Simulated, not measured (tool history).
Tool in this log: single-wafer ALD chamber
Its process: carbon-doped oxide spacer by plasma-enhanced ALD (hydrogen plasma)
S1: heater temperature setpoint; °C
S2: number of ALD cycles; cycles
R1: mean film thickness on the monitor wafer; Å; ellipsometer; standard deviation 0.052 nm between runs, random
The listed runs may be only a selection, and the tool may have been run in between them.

run 1 day=0 | S1=395 S2=303 | R1=152.8
run 2 day=0.342 | S1=395 S2=289 | R1=144.48
run 3 day=0.396 | S1=395 S2=280 | R1=141.58
run 4 day=0.688 | S1=387 S2=280 | R1=140.78
run 5 day=0.917 | S1=387 S2=295 | R1=149.48
run 6 day=1.104 | S1=387 S2=284 | R1=142.42
run 7 day=1.171 | S1=387 S2=276 | R1=140.1

Forecast run 8:
run 8 day=1.342 | S1=387 S2=269 | R1=?

R1: 135.91 Å
